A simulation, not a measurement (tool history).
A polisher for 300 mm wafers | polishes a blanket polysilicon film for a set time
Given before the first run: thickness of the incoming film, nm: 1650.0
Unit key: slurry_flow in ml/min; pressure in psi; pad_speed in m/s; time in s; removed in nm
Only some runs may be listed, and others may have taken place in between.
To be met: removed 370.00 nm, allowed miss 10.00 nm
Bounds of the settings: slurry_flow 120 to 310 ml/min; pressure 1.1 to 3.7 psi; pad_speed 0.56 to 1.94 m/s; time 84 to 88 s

run,hour,slurry_flow,pressure,pad_speed,time,removed
1,0.0,200,2.4,1.24,84,615.41
2,4.9,195,2.0,1.24,84,512.14
3,10.1,190,1.8,1.24,84,465.99
4,18.5,155,1.8,1.24,84,453.95
5,23.2,155,1.3,1.24,84,330.35
6,28.0,155,1.1,1.24,84,280.44
7,33.0,155,1.2,1.24,84,310.55
8,35.1,160,1.3,1.24,84,338.94
9,38.1,170,1.3,1.24,84,338.25
10,46.7,185,1.3,1.24,84,343.38
11,48.6,195,1.3,1.24,84,342.70
12,51.1,205,1.3,1.24,84,344.65
13,53.0,215,1.3,1.24,84,346.64
14,58.5,225,1.3,1.24,84,351.01
15,62.9,230,1.3,1.24,84,347.81
16,71.8,235,1.3,1.24,84,351.89
17,76.1,240,1.3,1.24,84,353.57
18,78.4,245,1.3,1.24,84,352.14
19,86.0,250,1.3,1.24,84,359.63
20,88.5,255,1.3,1.24,84,350.92

Exactly one of the 4 candidate moves below puts every result within its allowed miss. Which one?
A,91.0,270,1.2,1.20,84,?
B,91.0,220,1.2,1.22,88,?
C,91.0,235,1.3,1.24,88,?
D,91.0,230,1.3,1.20,86,?

move,removed
A,318.32
B,331.48
C,365.86
D,345.62
A: further off than the last run
B: further off than the last run
C: in spec on every target
D: further off than the last run
C is the move that brings every result within its allowed miss.
